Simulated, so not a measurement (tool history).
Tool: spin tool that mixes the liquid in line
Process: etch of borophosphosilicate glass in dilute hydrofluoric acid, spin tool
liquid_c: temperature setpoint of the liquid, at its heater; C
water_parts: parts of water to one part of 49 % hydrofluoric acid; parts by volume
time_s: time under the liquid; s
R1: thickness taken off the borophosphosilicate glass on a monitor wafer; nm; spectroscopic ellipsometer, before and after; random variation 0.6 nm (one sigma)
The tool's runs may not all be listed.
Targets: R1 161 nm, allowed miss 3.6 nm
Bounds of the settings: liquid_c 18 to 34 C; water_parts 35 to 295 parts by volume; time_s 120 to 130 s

run 1 day=0 | liquid_c=26 water_parts=165 time_s=120 | R1=53.594
run 2 day=0.354 | liquid_c=26 water_parts=165 time_s=130 | R1=58.483
run 3 day=0.392 | liquid_c=26 water_parts=200 time_s=130 | R1=45.864
run 4 day=0.617 | liquid_c=24 water_parts=200 time_s=130 | R1=42.651
run 5 day=0.758 | liquid_c=24 water_parts=200 time_s=130 | R1=42.612
run 6 day=1.042 | liquid_c=24 water_parts=200 time_s=120 | R1=39.276
run 7 day=1.233 | liquid_c=26 water_parts=160 time_s=120 | R1=55.549
run 8 day=1.508 | liquid_c=28 water_parts=135 time_s=120 | R1=73.286
run 9 day=1.879 | liquid_c=29.5 water_parts=115 time_s=120 | R1=93.15
run 10 day=1.929 | liquid_c=30.5 water_parts=105 time_s=120 | R1=107.33
run 11 day=2.133 | liquid_c=30.5 water_parts=105 time_s=120 | R1=107.48
run 12 day=2.196 | liquid_c=34 water_parts=60 time_s=120 | R1=231.85
run 13 day=2.558 | liquid_c=33 water_parts=60 time_s=120 | R1=223.26
run 14 day=2.617 | liquid_c=31.5 water_parts=60 time_s=120 | R1=208.72

4 next moves are on the table. One of them brings every result within its allowed miss. Which?
run A day=2.675 | liquid_c=34 water_parts=95 time_s=125 | R1=?
run B day=2.675 | liquid_c=31.5 water_parts=85 time_s=120 | R1=?
run C day=2.675 | liquid_c=34 water_parts=60 time_s=130 | R1=?
run D day=2.675 | liquid_c=33 water_parts=85 time_s=130 | R1=?

move=A R1=142.92
move=B R1=142
move=C R1=249.01
move=D R1=162.67
A: takes the result that was furthest off past its target
B: takes the result that was furthest off past its target
C: further off than the last run
D: meets every target
Move D is the one to make.
